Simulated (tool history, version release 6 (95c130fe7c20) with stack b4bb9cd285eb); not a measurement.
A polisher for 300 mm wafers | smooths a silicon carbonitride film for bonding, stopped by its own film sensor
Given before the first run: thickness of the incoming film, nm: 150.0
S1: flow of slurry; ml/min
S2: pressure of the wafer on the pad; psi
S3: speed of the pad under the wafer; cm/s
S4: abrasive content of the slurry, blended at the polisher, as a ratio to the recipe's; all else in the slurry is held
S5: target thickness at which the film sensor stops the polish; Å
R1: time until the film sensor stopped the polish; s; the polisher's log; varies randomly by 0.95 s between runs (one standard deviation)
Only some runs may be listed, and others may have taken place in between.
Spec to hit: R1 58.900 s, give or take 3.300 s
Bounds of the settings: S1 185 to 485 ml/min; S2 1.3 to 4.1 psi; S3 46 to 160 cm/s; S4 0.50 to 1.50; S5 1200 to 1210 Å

run,hour,S1,S2,S3,S4,S5,R1
1,0.0,310,2.7,102,1.00,1210,90.063
2,5.2,310,2.7,118,1.00,1210,82.593
3,12.5,275,2.7,118,1.00,1210,81.218
4,20.8,340,2.7,118,1.00,1210,79.421
5,25.6,280,2.7,118,1.00,1210,82.127
6,29.5,280,2.9,120,1.00,1210,76.466
7,34.0,280,2.9,120,1.00,1210,72.393
8,41.3,280,3.0,120,1.00,1210,71.943
9,46.7,280,3.1,120,1.00,1210,70.434
10,51.6,280,3.2,120,1.00,1210,70.564
11,54.5,280,3.3,122,1.00,1210,64.812
12,59.0,280,3.4,124,1.00,1210,64.715

Of the 5 settings listed for the next run, only one would bring every result within its allowed miss of target. Which one?
A,63.5,285,3.6,126,0.80,1200,?
B,63.5,285,3.1,126,0.95,1210,?
C,63.5,305,3.3,116,1.00,1210,?
D,63.5,285,3.3,146,1.05,1200,?
E,63.5,190,3.8,158,0.95,1200,?

move,R1
A,69.194
B,70.307
C,68.896
D,58.827
E,53.175
A: the biggest miss grows against the last run
B: the biggest miss grows against the last run
C: the biggest miss grows against the last run
D: meets every target
E: pushes the last run's worst result past its target
Go with D: it meets all targets.
